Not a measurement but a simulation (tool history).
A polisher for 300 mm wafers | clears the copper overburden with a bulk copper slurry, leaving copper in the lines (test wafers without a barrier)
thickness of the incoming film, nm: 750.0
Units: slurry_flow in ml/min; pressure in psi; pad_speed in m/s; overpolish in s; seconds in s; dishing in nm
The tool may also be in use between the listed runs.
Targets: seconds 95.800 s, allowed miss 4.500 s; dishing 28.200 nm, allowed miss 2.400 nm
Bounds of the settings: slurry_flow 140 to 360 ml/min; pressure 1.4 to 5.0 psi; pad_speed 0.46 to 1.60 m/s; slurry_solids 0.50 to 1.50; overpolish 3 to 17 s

{"run": 1, "day": 0.0, "slurry_flow": 230, "pressure": 3.2, "pad_speed": 1.02, "slurry_solids": 1.0, "overpolish": 9, "seconds": 77.552, "dishing": 43.161}
{"run": 2, "day": 0.217, "slurry_flow": 230, "pressure": 2.8, "pad_speed": 1.02, "slurry_solids": 1.0, "overpolish": 9, "seconds": 86.77, "dishing": 39.214}
{"run": 3, "day": 0.246, "slurry_flow": 230, "pressure": 2.7, "pad_speed": 1.02, "slurry_solids": 1.0, "overpolish": 8, "seconds": 90.551, "dishing": 36.371}
{"run": 4, "day": 0.367, "slurry_flow": 230, "pressure": 2.7, "pad_speed": 0.78, "slurry_solids": 1.0, "overpolish": 8, "seconds": 114.29, "dishing": 30.945}
{"run": 5, "day": 0.479, "slurry_flow": 230, "pressure": 2.7, "pad_speed": 0.78, "slurry_solids": 1.15, "overpolish": 8, "seconds": 112.95, "dishing": 30.595}
{"run": 6, "day": 0.683, "slurry_flow": 230, "pressure": 2.8, "pad_speed": 0.78, "slurry_solids": 1.15, "overpolish": 7, "seconds": 108.57, "dishing": 27.828}
{"run": 7, "day": 0.908, "slurry_flow": 230, "pressure": 2.9, "pad_speed": 0.78, "slurry_solids": 1.15, "overpolish": 7, "seconds": 104.45, "dishing": 27.96}
{"run": 8, "day": 1.204, "slurry_flow": 230, "pressure": 3.0, "pad_speed": 0.78, "slurry_solids": 1.15, "overpolish": 7, "seconds": 100.34, "dishing": 29.149}

5 next moves are on the table. One of them brings every result within its allowed miss. Which?
{"run": "A", "day": 1.5, "slurry_flow": 230, "pressure": 2.7, "pad_speed": 0.82, "slurry_solids": 1.2, "overpolish": 6, "seconds": "?", "dishing": "?"}
{"run": "B", "day": 1.5, "slurry_flow": 210, "pressure": 2.6, "pad_speed": 0.88, "slurry_solids": 0.9, "overpolish": 7, "seconds": "?", "dishing": "?"}
{"run": "C", "day": 1.5, "slurry_flow": 265, "pressure": 2.7, "pad_speed": 0.82, "slurry_solids": 1.15, "overpolish": 7, "seconds": "?", "dishing": "?"}
{"run": "D", "day": 1.5, "slurry_flow": 200, "pressure": 3.1, "pad_speed": 0.74, "slurry_solids": 1.15, "overpolish": 8, "seconds": "?", "dishing": "?"}
{"run": "E", "day": 1.5, "slurry_flow": 240, "pressure": 3.3, "pad_speed": 0.76, "slurry_solids": 1.1, "overpolish": 6, "seconds": "?", "dishing": "?"}

move=A seconds=107.830 dishing=25.352
move=B seconds=111.290 dishing=27.867
move=C seconds=106.770 dishing=28.817
move=D seconds=106.080 dishing=32.216
move=E seconds=96.183 dishing=27.960
A: further off than the last run
B: further off than the last run
C: further off than the last run
D: further off than the last run
E: meets every target
Move E is the one to make.
